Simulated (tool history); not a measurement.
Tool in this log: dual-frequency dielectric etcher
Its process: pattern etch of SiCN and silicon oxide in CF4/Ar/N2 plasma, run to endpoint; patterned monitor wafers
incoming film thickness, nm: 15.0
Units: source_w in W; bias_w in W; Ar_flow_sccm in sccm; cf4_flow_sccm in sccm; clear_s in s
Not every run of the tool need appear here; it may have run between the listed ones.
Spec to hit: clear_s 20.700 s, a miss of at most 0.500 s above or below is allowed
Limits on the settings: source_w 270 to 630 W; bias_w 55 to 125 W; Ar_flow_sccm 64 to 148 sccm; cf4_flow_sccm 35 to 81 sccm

run  hour  source_w  bias_w  Ar_flow_sccm  cf4_flow_sccm  clear_s
  1   0.0       450      90           106             58   17.201
  2   3.9       440      90           106             58   17.565
  3   8.9       500      90           106             58   16.127
  4  12.9       480      89           106             58   16.457
  5  20.9       460      88           106             58   17.407
  6  22.6       450      88           106             58   17.473
  7  27.4       450      88           106             58   17.289
  8  34.0       430      87           106             58   17.954
     38.0  -- wet clean of the chamber
  9  38.0       430      87           106             58   17.202

Consider the 5 candidate settings below. Which is the only one whose results all fall within their allowed miss of target?
  A  42.0       510      91            92             64        ?
  B  42.0       270     102            82             70        ?
  C  42.0       470      80            79             67        ?
  D  42.0       600      87            84             68        ?
  E  42.0       550      93            97             59        ?

move  clear_s
   A   14.573
   B   20.683
   C   15.443
   D   12.849
   E   14.037
A: misses by more than the last run did
B: all results in spec
C: misses by more than the last run did
D: misses by more than the last run did
E: misses by more than the last run did
So the answer is move B, the one that meets all the targets.
